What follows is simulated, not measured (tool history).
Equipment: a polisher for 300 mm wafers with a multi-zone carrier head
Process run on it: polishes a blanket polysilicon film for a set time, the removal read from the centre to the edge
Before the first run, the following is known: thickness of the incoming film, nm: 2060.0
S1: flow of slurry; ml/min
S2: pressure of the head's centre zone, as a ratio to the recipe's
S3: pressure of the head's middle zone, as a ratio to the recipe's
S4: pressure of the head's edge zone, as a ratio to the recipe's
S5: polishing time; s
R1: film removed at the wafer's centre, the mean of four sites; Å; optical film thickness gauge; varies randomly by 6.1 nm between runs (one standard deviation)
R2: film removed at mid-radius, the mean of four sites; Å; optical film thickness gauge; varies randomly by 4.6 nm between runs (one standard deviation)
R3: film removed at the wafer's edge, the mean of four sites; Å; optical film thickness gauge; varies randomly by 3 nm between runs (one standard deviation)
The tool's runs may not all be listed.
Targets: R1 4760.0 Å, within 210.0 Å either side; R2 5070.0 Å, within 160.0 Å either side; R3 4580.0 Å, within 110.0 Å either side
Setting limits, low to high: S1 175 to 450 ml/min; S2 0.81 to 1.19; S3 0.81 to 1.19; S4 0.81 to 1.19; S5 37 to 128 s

run	hour	S1	S2	S3	S4	S5	R1	R2	R3
1	0.0	290	1.00	1.00	1.00	82	4179.6	4175.0	4140.2
2	2.8	245	1.00	1.00	1.00	82	4126.7	4177.0	4152.8
3	8.1	245	1.00	0.94	1.00	82	3998.1	3953.2	4037.4
4	13.1	245	1.00	0.94	1.06	82	4071.9	3903.5	4196.0
5	19.2	245	0.91	0.94	1.06	82	3774.9	3956.8	4181.5
6	23.2	250	0.93	0.98	1.06	83	3893.0	4089.1	4269.5
7	29.8	255	0.95	1.01	1.05	84	4024.0	4354.8	4348.5
8	32.7	260	0.97	1.03	1.05	84	4052.2	4348.5	4312.4
9	40.5	300	1.07	1.13	1.05	92	5043.9	5222.0	4791.1
10	48.3	300	1.06	1.13	1.04	92	4948.5	5239.4	4715.0

Which single option among these 4 for the next run brings every result within its allowed miss of target? Just one does.
A	56.1	275	1.07	1.07	1.05	89	?	?	?
B	56.1	270	1.08	1.04	1.04	89	?	?	?
C	56.1	195	1.11	1.04	0.95	92	?	?	?
D	56.1	225	1.09	1.14	1.05	91	?	?	?

move	R1	R2	R3
A	4648.5	4821.1	4650.6
B	4669.7	4695.5	4625.6
C	4673.5	4626.2	4441.2
D	4682.6	5067.0	4655.9
A: gets the furthest-off result to its target, but another result is out of tolerance
B: gets the furthest-off result to its target, but another result is out of tolerance
C: takes the biggest miss from the last run beyond its target
D: every result lands within tolerance
Move D is the one to make.
